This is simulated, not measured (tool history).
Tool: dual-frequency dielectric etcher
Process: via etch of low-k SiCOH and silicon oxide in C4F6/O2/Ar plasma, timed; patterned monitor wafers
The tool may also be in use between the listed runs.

run  hour  source power (kW)  bias power (kW)  etch time (s)  mean etch depth across the wafer (Å)
  1   0.0              0.470            0.189           23.5                                640.15
  2   1.1              0.470            0.189           23.5                                644.51
  3   6.0              0.540            0.189           23.5                                675.67
  4  13.1              0.570            0.197           23.5                                696.85
  5  21.2              0.590            0.204           23.5                                722.06
  6  30.2              0.550            0.204           23.5                                697.60

Predict the results of run 7:
  7  38.5              0.580            0.209           23.5                                     ?

{"run 7": {"mean etch depth across the wafer (Å)": 714.9}}

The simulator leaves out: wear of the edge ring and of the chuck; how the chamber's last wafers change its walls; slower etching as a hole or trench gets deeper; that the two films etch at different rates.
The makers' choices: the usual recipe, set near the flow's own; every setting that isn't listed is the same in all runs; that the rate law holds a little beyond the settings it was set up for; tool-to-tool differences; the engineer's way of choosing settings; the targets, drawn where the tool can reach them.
